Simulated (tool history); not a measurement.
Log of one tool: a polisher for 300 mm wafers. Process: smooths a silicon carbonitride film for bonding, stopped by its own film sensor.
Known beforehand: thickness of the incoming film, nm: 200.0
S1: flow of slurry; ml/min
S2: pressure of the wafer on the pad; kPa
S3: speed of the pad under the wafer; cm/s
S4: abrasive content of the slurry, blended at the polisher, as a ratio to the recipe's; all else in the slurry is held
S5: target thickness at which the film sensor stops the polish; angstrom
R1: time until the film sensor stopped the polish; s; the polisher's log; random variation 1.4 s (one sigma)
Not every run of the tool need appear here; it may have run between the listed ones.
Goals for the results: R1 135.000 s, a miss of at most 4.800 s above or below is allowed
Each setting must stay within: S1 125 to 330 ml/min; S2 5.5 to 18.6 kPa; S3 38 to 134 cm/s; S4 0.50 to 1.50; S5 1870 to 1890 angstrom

run	day	S1	S2	S3	S4	S5	R1
1	0.000	210	11.7	86	1.00	1870	69.188
2	0.162	210	11.7	86	1.00	1870	70.642
3	0.512	210	11.7	100	1.00	1870	61.868
4	0.762	210	11.7	100	1.00	1870	61.482
5	1.079	210	10.3	94	1.00	1870	74.608
6	1.262	175	10.3	94	1.00	1870	75.004
7	1.296	175	9.0	90	1.00	1870	89.538
8	1.433	175	8.3	88	1.00	1870	99.231
9	1.558	170	5.5	84	1.00	1870	152.560

5 next moves are on the table. One of them brings every result within its allowed miss. Which?
A	1.683	175	6.9	74	0.70	1890	?
B	1.683	175	6.9	56	1.00	1870	?
C	1.683	160	5.5	82	1.15	1870	?
D	1.683	145	5.5	66	1.20	1870	?
E	1.683	125	5.5	116	0.85	1870	?

move	R1
A	147.610
B	170.010
C	145.100
D	171.350
E	136.230
A: gains on the last run, yet a result remains outside its allowed miss
B: lands further from the targets than the last run did
C: gains on the last run, yet a result remains outside its allowed miss
D: lands further from the targets than the last run did
E: in spec on every target
E meets every target.
